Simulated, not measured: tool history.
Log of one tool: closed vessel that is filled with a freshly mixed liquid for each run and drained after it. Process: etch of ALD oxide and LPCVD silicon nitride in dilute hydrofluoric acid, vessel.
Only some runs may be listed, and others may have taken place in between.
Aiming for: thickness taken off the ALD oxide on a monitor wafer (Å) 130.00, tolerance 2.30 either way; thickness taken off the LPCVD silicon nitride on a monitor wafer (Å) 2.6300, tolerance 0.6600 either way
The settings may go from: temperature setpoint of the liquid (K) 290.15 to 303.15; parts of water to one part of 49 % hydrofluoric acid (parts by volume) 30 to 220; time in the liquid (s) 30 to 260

run	hour	temperature setpoint of the liquid (K)	parts of water to one part of 49 % hydrofluoric acid (parts by volume)	time in the liquid (s)	thickness taken off the ALD oxide on a monitor wafer (Å)	thickness taken off the LPCVD silicon nitride on a monitor wafer (Å)
1	0.0	295.15	125	130	230.26	4.3404
2	3.4	294.65	130	130	218.42	3.9196
3	5.7	294.65	130	150	253.09	4.2187
4	7.9	291.15	130	150	218.91	3.5127
5	15.3	291.15	160	150	172.09	3.1536
6	23.2	291.15	140	150	201.80	3.3694
7	26.1	291.15	150	150	185.27	3.0682
8	27.6	291.15	155	150	177.16	3.2166

Of the 4 settings listed for the next run, only one would bring every result within its allowed miss of target. Which one?
A	29.1	290.65	135	160	?	?
B	29.1	290.15	55	75	?	?
C	29.1	299.65	200	115	?	?
D	29.1	293.65	190	125	?	?

move	thickness taken off the ALD oxide on a monitor wafer (Å)	thickness taken off the LPCVD silicon nitride on a monitor wafer (Å)
A	219.10	3.0616
B	268.54	3.3085
C	140.31	2.6910
D	129.74	2.1001
A: lands further from the targets than the last run did
B: lands further from the targets than the last run did
C: closer than the last run, but not yet in spec
D: all results in spec
Correct choice: D, which meets every target

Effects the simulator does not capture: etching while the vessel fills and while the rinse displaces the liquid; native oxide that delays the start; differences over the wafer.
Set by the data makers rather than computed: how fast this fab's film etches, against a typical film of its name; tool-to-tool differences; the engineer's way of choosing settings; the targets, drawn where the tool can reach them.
